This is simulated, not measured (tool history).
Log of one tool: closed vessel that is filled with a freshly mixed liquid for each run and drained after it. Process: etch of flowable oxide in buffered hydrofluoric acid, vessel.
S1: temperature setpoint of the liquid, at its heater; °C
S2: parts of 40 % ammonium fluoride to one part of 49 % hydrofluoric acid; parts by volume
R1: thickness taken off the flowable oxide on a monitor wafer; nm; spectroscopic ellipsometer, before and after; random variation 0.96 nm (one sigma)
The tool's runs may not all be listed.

run 1 hour=0 | S1=22 S2=20.5 time_in_the_liquid_(s)=90 | R1=125.67
run 2 hour=1.9 | S1=22 S2=20.5 time_in_the_liquid_(s)=90 | R1=128.02
run 3 hour=6.8 | S1=21.5 S2=20.5 time_in_the_liquid_(s)=90 | R1=124.69
run 4 hour=10.2 | S1=21.5 S2=20.5 time_in_the_liquid_(s)=95 | R1=131.23
run 5 hour=11 | S1=24.5 S2=20.5 time_in_the_liquid_(s)=95 | R1=155.57
run 6 hour=17.8 | S1=21.5 S2=20.5 time_in_the_liquid_(s)=95 | R1=130.93
run 7 hour=18.8 | S1=21 S2=20.5 time_in_the_liquid_(s)=95 | R1=126.09
run 8 hour=27.1 | S1=20.5 S2=20.5 time_in_the_liquid_(s)=95 | R1=120.92

Run 9 comes next. What will it give?
run 9 hour=31.8 | S1=20 S2=20.5 time_in_the_liquid_(s)=95 | R1=?

Run 9 gave R1 122.71 nm.

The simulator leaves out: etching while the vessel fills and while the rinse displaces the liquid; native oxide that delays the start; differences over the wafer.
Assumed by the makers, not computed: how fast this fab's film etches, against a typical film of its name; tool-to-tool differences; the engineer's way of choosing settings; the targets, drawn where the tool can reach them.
